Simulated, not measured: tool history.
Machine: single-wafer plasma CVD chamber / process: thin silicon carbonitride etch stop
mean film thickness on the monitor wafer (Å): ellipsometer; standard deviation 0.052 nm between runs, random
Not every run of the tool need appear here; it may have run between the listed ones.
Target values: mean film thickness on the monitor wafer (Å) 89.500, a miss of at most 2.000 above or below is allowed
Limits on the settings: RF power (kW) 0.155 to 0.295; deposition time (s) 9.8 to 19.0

run,hour,RF power (kW),deposition time (s),mean film thickness on the monitor wafer (Å)
1,0.0,0.225,14.4,78.828
2,6.6,0.225,13.5,74.372
3,10.3,0.205,13.5,72.127
4,14.9,0.215,13.8,75.775
5,22.5,0.220,14.1,76.925
6,25.0,0.195,14.1,74.990
7,33.5,0.200,14.4,76.702
8,37.4,0.210,14.6,79.508
9,38.9,0.215,14.7,79.389
10,40.5,0.220,14.9,82.082
11,49.2,0.220,14.9,82.497
12,51.7,0.225,15.0,82.777
13,53.4,0.230,15.1,83.959
14,57.6,0.235,15.2,84.651

Consider the 5 candidate settings below. Which is the only one whose results all fall within their allowed miss of target?
A,61.8,0.180,15.9,?
B,61.8,0.240,15.1,?
C,61.8,0.225,15.3,?
D,61.8,0.260,14.8,?
E,61.8,0.180,17.1,?

move,mean film thickness on the monitor wafer (Å)
A,83.183
B,85.294
C,84.932
D,85.438
E,89.461
A: moves away from the targets compared with the last run
B: better than the last run, though not everything is in spec
C: better than the last run, though not everything is in spec
D: better than the last run, though not everything is in spec
E: in spec on every target
Answer: E

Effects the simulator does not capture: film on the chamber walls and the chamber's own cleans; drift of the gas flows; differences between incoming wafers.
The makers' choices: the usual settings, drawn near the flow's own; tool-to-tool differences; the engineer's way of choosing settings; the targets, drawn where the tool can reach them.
